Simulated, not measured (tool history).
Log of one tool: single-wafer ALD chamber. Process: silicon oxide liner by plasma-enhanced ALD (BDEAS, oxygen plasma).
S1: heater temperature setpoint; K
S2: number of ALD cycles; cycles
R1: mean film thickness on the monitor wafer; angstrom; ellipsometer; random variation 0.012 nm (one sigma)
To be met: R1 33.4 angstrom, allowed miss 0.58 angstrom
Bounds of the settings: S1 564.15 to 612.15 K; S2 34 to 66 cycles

run 1 hour=0 | S1=588.15 S2=50 | R1=46.693
run 2 hour=3.8 | S1=591.15 S2=44 | R1=40.716
run 3 hour=8.6 | S1=593.15 S2=41 | R1=37.47
run 4 hour=13 | S1=587.15 S2=41 | R1=38.062
run 5 hour=20.3 | S1=589.15 S2=39 | R1=35.987
run 6 hour=22.6 | S1=589.15 S2=46 | R1=42.629
run 7 hour=31.3 | S1=591.15 S2=43 | R1=39.767
run 8 hour=32 | S1=591.15 S2=40 | R1=36.735
-- hour=36.4 thermocouple changed; heater temperature recalibrated
run 9 hour=36.4 | S1=593.15 S2=35 | R1=32.398
run 10 hour=38.5 | S1=592.15 S2=35 | R1=32.273
run 11 hour=46.3 | S1=591.15 S2=35 | R1=32.507
run 12 hour=52.8 | S1=590.15 S2=35 | R1=32.542
run 13 hour=55.7 | S1=590.15 S2=35 | R1=32.453
run 14 hour=60.8 | S1=590.15 S2=35 | R1=32.537
run 15 hour=62.8 | S1=589.15 S2=35 | R1=32.482

Which of these 4 next moves meets every target?
run A hour=64.8 | S1=591.15 S2=36 | R1=?
run B hour=64.8 | S1=596.15 S2=35 | R1=?
run C hour=64.8 | S1=590.15 S2=34 | R1=?
run D hour=64.8 | S1=599.15 S2=35 | R1=?

move=A R1=33.236
move=B R1=32.049
move=C R1=31.441
move=D R1=31.89
A: meets every target
B: further off than the last run
C: further off than the last run
D: further off than the last run
Answer: A

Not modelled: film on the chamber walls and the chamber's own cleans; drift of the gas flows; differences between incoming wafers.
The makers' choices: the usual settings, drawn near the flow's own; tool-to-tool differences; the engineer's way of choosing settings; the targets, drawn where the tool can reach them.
